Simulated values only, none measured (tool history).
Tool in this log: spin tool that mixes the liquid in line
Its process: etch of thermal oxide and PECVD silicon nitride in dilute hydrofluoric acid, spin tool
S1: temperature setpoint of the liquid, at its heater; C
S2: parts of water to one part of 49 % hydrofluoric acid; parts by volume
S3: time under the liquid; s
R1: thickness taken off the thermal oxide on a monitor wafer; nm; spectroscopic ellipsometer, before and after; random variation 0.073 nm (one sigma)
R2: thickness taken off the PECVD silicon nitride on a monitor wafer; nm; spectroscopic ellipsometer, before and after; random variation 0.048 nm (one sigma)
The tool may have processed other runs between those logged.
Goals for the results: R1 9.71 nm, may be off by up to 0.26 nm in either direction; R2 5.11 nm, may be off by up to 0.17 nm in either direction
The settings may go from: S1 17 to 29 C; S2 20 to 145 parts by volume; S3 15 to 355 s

run,hour,S1,S2,S3,R1,R2
1,0,21,80,180,9.7364,5.9275
2,1.8,18.5,80,180,8.8335,4.9465
3,3.4,18.5,80,120,5.8792,3.2924
4,9.7,18.5,80,145,7.0163,4.0538
5,18,18,70,140,7.7421,4.2912
6,23.8,20.5,70,140,8.6525,5.1196
7,26,19.5,65,140,8.8282,5.0337
8,26.8,19,60,140,9.5883,5.2622
9,32.6,18.5,60,140,9.3547,5.1564
10,36.1,18,60,140,9.3147,4.9311
11,39.3,18,55,140,10.096,5.4125

5 next moves are on the table. One of them brings every result within its allowed miss. Which?
A,42.5,17,65,170,?,?
B,42.5,19,90,230,?,?
C,42.5,20,75,175,?,?
D,42.5,17,40,110,?,?
E,42.5,19.5,45,105,?,?

move,R1,R2
A,9.9302,5.1163
B,10.275,5.8014
C,9.9487,5.6484
D,10.735,5.2969
E,10.091,5.3824
A: every result within its allowed miss
B: misses by more than the last run did
C: misses by more than the last run did
D: misses by more than the last run did
E: better than the last run, though not everything is in spec
A meets every target.

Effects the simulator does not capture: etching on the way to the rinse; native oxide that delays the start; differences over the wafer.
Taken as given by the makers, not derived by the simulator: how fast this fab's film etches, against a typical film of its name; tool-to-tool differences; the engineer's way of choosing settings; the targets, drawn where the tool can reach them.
